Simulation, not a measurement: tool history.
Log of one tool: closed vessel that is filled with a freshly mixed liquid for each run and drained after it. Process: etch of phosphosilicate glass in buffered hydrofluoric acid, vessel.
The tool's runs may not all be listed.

| run | day | temperature setpoint of the liquid (K) | parts of 40 % ammonium fluoride to one part of 49 % hydrofluoric acid (parts by volume) | time in the liquid (s) | thickness taken off the phosphosilicate glass on a monitor wafer (nm) |
|---|---|---|---|---|---|
| 1 | 0 | 297.15 | 10.5 | 30 | 145.99 |
| 2 | 0.133 | 299.15 | 10.5 | 30 | 162.99 |
| 3 | 0.371 | 301.65 | 10.5 | 30 | 183.61 |
| 4 | 0.442 | 302.65 | 9 | 30 | 220.87 |
| 5 | 0.812 | 300.15 | 9 | 30 | 190.19 |
| 6 | 1.175 | 301.15 | 9 | 30 | 202.85 |

The next listed run, before its measurement:
| 7 | 1.208 | 302.15 | 8 | 30 | ? |

thickness taken off the phosphosilicate glass on a monitor wafer (nm): 243.94
